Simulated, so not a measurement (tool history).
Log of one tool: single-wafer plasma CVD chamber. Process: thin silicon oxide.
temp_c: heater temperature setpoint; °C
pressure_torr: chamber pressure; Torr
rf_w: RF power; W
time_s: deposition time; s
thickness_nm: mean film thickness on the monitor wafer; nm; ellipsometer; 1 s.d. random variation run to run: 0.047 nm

| run | day | temp_c | pressure_torr | rf_w | time_s | thickness_nm |
|---|---|---|---|---|---|---|
| 1 | 0 | 410 | 1.02 | 365 | 5.41 | 12.36 |
| 2 | 0.312 | 406 | 1.02 | 365 | 5.41 | 12.36 |
| 3 | 0.35 | 406 | 1.02 | 395 | 5.41 | 12.632 |
| 4 | 0.65 | 406 | 1.02 | 395 | 5.13 | 12.011 |
| 5 | 0.825 | 395 | 1.02 | 395 | 5.13 | 12.118 |
| 6 | 0.912 | 395 | 0.98 | 395 | 5.13 | 11.752 |

Run 7 comes next. What will it give?
| 7 | 0.962 | 395 | 0.95 | 395 | 5.13 | ? |

Run 7 gave thickness_nm 11.638 nm.

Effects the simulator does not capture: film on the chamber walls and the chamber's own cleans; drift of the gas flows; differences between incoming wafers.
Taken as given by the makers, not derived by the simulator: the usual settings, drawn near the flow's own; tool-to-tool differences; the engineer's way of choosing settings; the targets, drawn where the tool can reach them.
